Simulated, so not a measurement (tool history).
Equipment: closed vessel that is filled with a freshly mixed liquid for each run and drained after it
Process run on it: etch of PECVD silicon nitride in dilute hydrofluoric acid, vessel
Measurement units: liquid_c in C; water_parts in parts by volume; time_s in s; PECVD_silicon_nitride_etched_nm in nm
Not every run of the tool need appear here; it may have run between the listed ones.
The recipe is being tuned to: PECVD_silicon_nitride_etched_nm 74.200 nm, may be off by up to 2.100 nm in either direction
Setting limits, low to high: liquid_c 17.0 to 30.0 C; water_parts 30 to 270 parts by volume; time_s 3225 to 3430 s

run	hour	liquid_c	water_parts	time_s	PECVD_silicon_nitride_etched_nm
1	0.0	22.0	150	3225	49.956
2	3.2	23.0	150	3225	52.226
3	4.6	24.0	150	3225	56.874
4	10.4	24.5	150	3225	58.844
5	13.7	25.0	150	3225	60.919
# hour 18.2: thermometer replaced
6	18.2	25.5	150	3225	57.773
7	20.2	26.0	145	3225	61.760
8	28.0	26.5	145	3225	63.939
9	34.7	26.5	145	3225	63.763

Exactly one of the 5 candidate moves below puts every result within its allowed miss. Which one?
A	41.4	28.5	145	3265	?
B	41.4	25.0	120	3225	?
C	41.4	21.0	125	3270	?
D	41.4	25.0	150	3275	?
E	41.4	30.0	180	3420	?

move	PECVD_silicon_nitride_etched_nm
A	73.487
B	70.224
C	52.566
D	57.144
E	67.791
A: every result within its allowed miss
B: moves toward the targets from the last run without getting all of them in spec
C: further off than the last run
D: further off than the last run
E: moves toward the targets from the last run without getting all of them in spec
Go with A: it meets all targets.
